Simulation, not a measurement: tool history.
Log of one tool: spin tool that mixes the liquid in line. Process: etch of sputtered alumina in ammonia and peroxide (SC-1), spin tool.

run	hour	temperature setpoint of the liquid (°C)	parts of 29 % ammonia solution to one part of 30 % peroxide (parts by volume)	time under the liquid (s)	thickness taken off the sputtered alumina on a monitor wafer (angstrom)
1	0	56	0.8	325	202.98
2	2.5	56	0.8	345	216.42
3	3.7	62	0.8	345	296.67
4	7.7	56.5	0.8	345	226.82
5	8.8	56.5	0.8	345	221.53
6	11.1	51.5	0.8	345	170.09
7	19.5	48	0.8	345	141.86

What will run 8 give?
8	28.4	40.5	0.8	345	?

{"run 8": {"thickness taken off the sputtered alumina on a monitor wafer (angstrom)": 91.655}}

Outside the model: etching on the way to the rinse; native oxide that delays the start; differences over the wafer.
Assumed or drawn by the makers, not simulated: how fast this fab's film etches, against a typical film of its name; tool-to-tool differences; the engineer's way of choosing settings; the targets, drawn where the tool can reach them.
